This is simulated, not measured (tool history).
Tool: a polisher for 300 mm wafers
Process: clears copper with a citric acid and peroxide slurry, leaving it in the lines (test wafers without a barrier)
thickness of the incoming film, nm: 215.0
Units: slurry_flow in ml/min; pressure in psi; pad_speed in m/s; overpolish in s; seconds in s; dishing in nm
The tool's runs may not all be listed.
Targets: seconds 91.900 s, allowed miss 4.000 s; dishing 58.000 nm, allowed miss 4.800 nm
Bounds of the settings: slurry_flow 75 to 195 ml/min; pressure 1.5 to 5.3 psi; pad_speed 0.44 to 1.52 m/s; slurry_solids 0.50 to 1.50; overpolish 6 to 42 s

run 1 hour=0.0 | slurry_flow=125 pressure=3.4 pad_speed=0.98 slurry_solids=1.00 overpolish=21 | seconds=98.383 dishing=34.114
run 2 hour=1.6 | slurry_flow=125 pressure=3.9 pad_speed=0.98 slurry_solids=1.00 overpolish=21 | seconds=86.228 dishing=38.028
run 3 hour=3.4 | slurry_flow=125 pressure=3.9 pad_speed=0.98 slurry_solids=1.00 overpolish=22 | seconds=87.252 dishing=38.888
run 4 hour=5.1 | slurry_flow=125 pressure=3.9 pad_speed=0.98 slurry_solids=0.90 overpolish=22 | seconds=88.008 dishing=38.358
run 5 hour=11.1 | slurry_flow=125 pressure=3.9 pad_speed=0.98 slurry_solids=0.90 overpolish=26 | seconds=90.150 dishing=45.753
run 6 hour=15.5 | slurry_flow=125 pressure=3.9 pad_speed=0.98 slurry_solids=1.10 overpolish=26 | seconds=85.247 dishing=45.206
run 7 hour=17.1 | slurry_flow=125 pressure=3.9 pad_speed=0.98 slurry_solids=1.10 overpolish=27 | seconds=86.716 dishing=44.928
run 8 hour=22.4 | slurry_flow=125 pressure=3.9 pad_speed=0.98 slurry_solids=1.10 overpolish=28 | seconds=86.725 dishing=48.541
run 9 hour=30.9 | slurry_flow=125 pressure=3.9 pad_speed=0.98 slurry_solids=1.10 overpolish=29 | seconds=85.049 dishing=52.293
run 10 hour=39.8 | slurry_flow=115 pressure=3.8 pad_speed=0.98 slurry_solids=1.10 overpolish=31 | seconds=91.188 dishing=51.037

Which of these 5 next moves meets every target?
run A hour=48.7 | slurry_flow=120 pressure=3.5 pad_speed=1.04 slurry_solids=0.85 overpolish=31 | seconds=? dishing=?
run B hour=48.7 | slurry_flow=125 pressure=3.5 pad_speed=1.04 slurry_solids=1.10 overpolish=35 | seconds=? dishing=?
run C hour=48.7 | slurry_flow=150 pressure=3.9 pad_speed=0.86 slurry_solids=1.15 overpolish=24 | seconds=? dishing=?
run D hour=48.7 | slurry_flow=105 pressure=3.9 pad_speed=0.92 slurry_solids=1.20 overpolish=29 | seconds=? dishing=?
run E hour=48.7 | slurry_flow=105 pressure=3.8 pad_speed=1.00 slurry_solids=1.30 overpolish=26 | seconds=? dishing=?

move=A seconds=95.157 dishing=50.296
move=B seconds=90.486 dishing=57.896
move=C seconds=93.813 dishing=41.145
move=D seconds=94.472 dishing=48.121
move=E seconds=88.107 dishing=46.466
A: further off than the last run
B: meets every target
C: further off than the last run
D: further off than the last run
E: further off than the last run
The right move is B.
